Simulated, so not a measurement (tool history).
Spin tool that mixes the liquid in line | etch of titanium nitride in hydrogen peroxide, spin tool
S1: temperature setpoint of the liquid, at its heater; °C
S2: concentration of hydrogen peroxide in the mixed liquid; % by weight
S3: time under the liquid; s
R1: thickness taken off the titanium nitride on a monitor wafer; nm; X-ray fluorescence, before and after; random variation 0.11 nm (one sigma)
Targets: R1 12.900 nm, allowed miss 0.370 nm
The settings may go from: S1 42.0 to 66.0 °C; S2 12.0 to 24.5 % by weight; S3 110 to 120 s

run    day    S1    S2   S3      R1
  1  0.000  58.0  16.5  110  10.550
  2  0.138  58.5  16.5  110  11.056
  3  0.292  62.0  16.5  110  13.932
  4  0.588  66.0  16.5  110  18.071
  5  0.629  65.0  16.5  110  16.985
  6  0.975  64.5  16.5  110  16.433
  7  1.000  64.0  16.5  110  15.954
  8  1.200  63.5  16.5  110  15.349
  9  1.312  63.0  16.5  110  15.207
 10  1.662  60.0  16.5  110  12.133

5 next moves are on the table. One of them brings every result within its allowed miss. Which?
  A  2.012  60.0  19.5  120   ?
  B  2.012  61.0  18.5  115   ?
  C  2.012  62.0  16.5  110   ?
  D  2.012  60.5  18.5  110   ?
  E  2.012  60.5  20.5  115   ?

move      R1
   A  13.740
   B  13.933
   C  13.914
   D  12.884
   E  13.769
A: takes the result that was furthest off past its target
B: takes the result that was furthest off past its target
C: takes the result that was furthest off past its target
D: meets every target
E: takes the result that was furthest off past its target
The right move is D.
